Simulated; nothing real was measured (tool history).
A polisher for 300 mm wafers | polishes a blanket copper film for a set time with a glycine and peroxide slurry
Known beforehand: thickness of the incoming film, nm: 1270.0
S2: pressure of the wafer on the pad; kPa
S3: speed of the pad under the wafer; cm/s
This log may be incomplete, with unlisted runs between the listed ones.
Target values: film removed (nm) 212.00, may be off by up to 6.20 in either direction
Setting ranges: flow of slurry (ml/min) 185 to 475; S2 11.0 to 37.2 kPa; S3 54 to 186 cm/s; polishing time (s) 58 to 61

Run 1, hour 0.0: flow of slurry (ml/min) 305, S2 24.1 kPa, S3 118 cm/s, polishing time (s) 58. Result: film removed (nm) 378.30.
Run 2, hour 5.7: flow of slurry (ml/min) 365, S2 24.1 kPa, S3 118 cm/s, polishing time (s) 58. Result: film removed (nm) 381.66.
Run 3, hour 14.7: flow of slurry (ml/min) 365, S2 20.0 kPa, S3 112 cm/s, polishing time (s) 58. Result: film removed (nm) 309.03.
Run 4, hour 20.0: flow of slurry (ml/min) 365, S2 20.0 kPa, S3 90 cm/s, polishing time (s) 58. Result: film removed (nm) 257.36.
At hour 28.8: slurry nozzle cleaned.
Run 5, hour 28.8: flow of slurry (ml/min) 365, S2 18.6 kPa, S3 90 cm/s, polishing time (s) 58. Result: film removed (nm) 252.35.
Run 6, hour 29.6: flow of slurry (ml/min) 365, S2 18.6 kPa, S3 62 cm/s, polishing time (s) 58. Result: film removed (nm) 187.62.
Run 7, hour 33.7: flow of slurry (ml/min) 365, S2 20.0 kPa, S3 62 cm/s, polishing time (s) 58. Result: film removed (nm) 198.31.
Run 8, hour 36.5: flow of slurry (ml/min) 365, S2 20.7 kPa, S3 62 cm/s, polishing time (s) 58. Result: film removed (nm) 200.32.

Next run, 4 choices. One meets every target within its allowed miss, the rest don't. Which?
Run A, hour 39.3: flow of slurry (ml/min) 340, S2 23.4 kPa, S3 64 cm/s, polishing time (s) 58. Result: film removed (nm) ?.
Run B, hour 39.3: flow of slurry (ml/min) 385, S2 20.0 kPa, S3 74 cm/s, polishing time (s) 58. Result: film removed (nm) ?.
Run C, hour 39.3: flow of slurry (ml/min) 300, S2 17.9 kPa, S3 74 cm/s, polishing time (s) 60. Result: film removed (nm) ?.
Run D, hour 39.3: flow of slurry (ml/min) 335, S2 22.1 kPa, S3 56 cm/s, polishing time (s) 58. Result: film removed (nm) ?.

move  film removed (nm)
   A             227.64
   B             227.74
   C             213.50
   D             196.10
A: the result that was furthest off in the last run now lies on the other side of its target
B: the result that was furthest off in the last run now lies on the other side of its target
C: meets every target
D: moves away from the targets compared with the last run
C meets every target.

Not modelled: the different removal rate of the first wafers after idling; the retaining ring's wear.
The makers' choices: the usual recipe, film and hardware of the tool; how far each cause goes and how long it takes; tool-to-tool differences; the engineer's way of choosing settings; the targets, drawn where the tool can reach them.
